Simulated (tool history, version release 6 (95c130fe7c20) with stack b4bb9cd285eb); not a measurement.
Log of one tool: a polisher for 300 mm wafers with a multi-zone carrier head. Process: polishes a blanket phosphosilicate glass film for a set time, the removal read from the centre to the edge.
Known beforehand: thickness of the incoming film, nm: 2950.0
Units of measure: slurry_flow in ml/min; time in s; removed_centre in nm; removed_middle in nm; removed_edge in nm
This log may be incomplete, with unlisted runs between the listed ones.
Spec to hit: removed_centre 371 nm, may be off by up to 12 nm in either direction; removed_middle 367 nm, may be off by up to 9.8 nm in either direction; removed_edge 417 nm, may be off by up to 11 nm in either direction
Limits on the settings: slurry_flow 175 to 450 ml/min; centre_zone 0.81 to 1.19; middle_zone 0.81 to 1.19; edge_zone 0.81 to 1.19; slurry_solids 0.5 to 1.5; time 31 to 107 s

| run | hour | slurry_flow | centre_zone | middle_zone | edge_zone | slurry_solids | time | removed_centre | removed_middle | removed_edge |
|---|---|---|---|---|---|---|---|---|---|---|
| 1 | 0 | 290 | 1 | 1 | 1 | 1 | 69 | 730.18 | 741.98 | 769.37 |
| 2 | 8.8 | 290 | 1 | 1.05 | 1 | 1 | 69 | 735.59 | 778.01 | 776.04 |
| 3 | 16.8 | 290 | 1 | 1.05 | 1.04 | 1 | 69 | 742.31 | 775.14 | 778.81 |
| 4 | 19.3 | 285 | 0.99 | 1.02 | 1.03 | 0.9 | 65 | 653.54 | 672.06 | 689.65 |
| 5 | 25.6 | 280 | 0.97 | 0.99 | 1.02 | 0.85 | 63 | 594.01 | 613.3 | 635.91 |
| 6 | 31.5 | 280 | 0.97 | 0.91 | 1.02 | 0.85 | 63 | 596.84 | 568.6 | 644.71 |
| 7 | 40.4 | 275 | 0.96 | 0.9 | 1 | 0.8 | 61 | 548.83 | 523.45 | 590.07 |
| 8 | 46 | 265 | 0.94 | 0.89 | 0.98 | 0.75 | 61 | 516.34 | 495.87 | 566.54 |
| 9 | 54.4 | 260 | 0.93 | 0.88 | 0.96 | 0.7 | 60 | 470.27 | 452.64 | 523.09 |
| 10 | 58.3 | 260 | 0.92 | 0.88 | 0.94 | 0.7 | 60 | 476.18 | 457.33 | 516.2 |
| 11 | 60.2 | 250 | 0.9 | 0.87 | 0.92 | 0.7 | 60 | 458.1 | 449.09 | 507.63 |
| 12 | 63.6 | 245 | 0.89 | 0.86 | 0.9 | 0.7 | 60 | 449.79 | 442.85 | 503.6 |
| 13 | 69.1 | 245 | 0.88 | 0.86 | 0.89 | 0.65 | 60 | 422.27 | 417.38 | 477.79 |
| 14 | 76.4 | 245 | 0.88 | 0.86 | 0.88 | 0.65 | 60 | 425.6 | 413.73 | 470.21 |
| 15 | 82 | 245 | 0.87 | 0.86 | 0.87 | 0.65 | 60 | 416.35 | 415.32 | 467.83 |
| 16 | 85.8 | 245 | 0.87 | 0.86 | 0.86 | 0.65 | 60 | 420.26 | 419.47 | 463.99 |
|  | 91.6 | edge zone pressure recalibrated |
| 17 | 91.6 | 245 | 0.86 | 0.85 | 0.85 | 0.65 | 60 | 413.22 | 411.41 | 452.52 |
| 18 | 96.9 | 240 | 0.85 | 0.84 | 0.85 | 0.65 | 60 | 408.59 | 415.06 | 450.64 |
| 19 | 104.6 | 235 | 0.85 | 0.84 | 0.85 | 0.65 | 60 | 407.35 | 408.47 | 446.5 |
| 20 | 111.6 | 230 | 0.84 | 0.82 | 0.85 | 0.55 | 61 | 353.26 | 352.8 | 393.1 |
| 21 | 114.6 | 240 | 0.84 | 0.82 | 0.86 | 0.55 | 61 | 361.15 | 352.99 | 394.41 |
| 22 | 123.1 | 265 | 0.82 | 0.85 | 0.95 | 0.6 | 61 | 375.99 | 395.27 | 442 |
| 23 | 125.6 | 260 | 0.82 | 0.84 | 0.94 | 0.6 | 61 | 377.85 | 390.34 | 439.11 |
| 24 | 131.3 | 255 | 0.82 | 0.84 | 0.93 | 0.6 | 61 | 375.23 | 388 | 439.53 |
| 25 | 139.1 | 230 | 0.84 | 0.81 | 0.84 | 0.55 | 61 | 348.23 | 347.2 | 393.51 |
| 26 | 145.2 | 240 | 0.84 | 0.81 | 0.85 | 0.55 | 61 | 351.47 | 347.56 | 394.1 |
| 27 | 148.1 | 240 | 0.84 | 0.82 | 0.86 | 0.55 | 61 | 354.55 | 351.63 | 391.8 |
| 28 | 151.4 | 295 | 0.84 | 0.83 | 0.96 | 0.6 | 61 | 391.42 | 388.86 | 451.92 |
| 29 | 153.1 | 285 | 0.84 | 0.83 | 0.95 | 0.6 | 61 | 393.14 | 386.73 | 447.61 |
| 30 | 160.3 | 280 | 0.84 | 0.83 | 0.94 | 0.6 | 61 | 392.82 | 389.33 | 445.51 |

Next run, 5 choices. One meets every target within its allowed miss, the rest don't. Which?
| A | 167.5 | 245 | 0.81 | 0.93 | 0.85 | 0.5 | 70 | ? | ? | ? |
| B | 167.5 | 255 | 0.87 | 0.85 | 0.98 | 0.5 | 68 | ? | ? | ? |
| C | 167.5 | 400 | 0.88 | 0.94 | 0.83 | 0.55 | 58 | ? | ? | ? |
| D | 167.5 | 285 | 0.81 | 0.96 | 0.94 | 0.55 | 62 | ? | ? | ? |
| E | 167.5 | 260 | 0.82 | 0.89 | 0.93 | 0.6 | 54 | ? | ? | ? |

| move | removed_centre | removed_middle | removed_edge |
|---|---|---|---|
| A | 354.09 | 404.97 | 409.67 |
| B | 366.79 | 366.29 | 420.72 |
| C | 362.38 | 387.9 | 382.4 |
| D | 351.18 | 411.74 | 419.15 |
| E | 332.45 | 362.62 | 392.73 |
A: brings the result that was furthest off to its target, and leaves another outside
B: each result inside its tolerance
C: takes the biggest miss from the last run beyond its target
D: brings the result that was furthest off to its target, and leaves another outside
E: takes the biggest miss from the last run beyond its target
The right move is B.
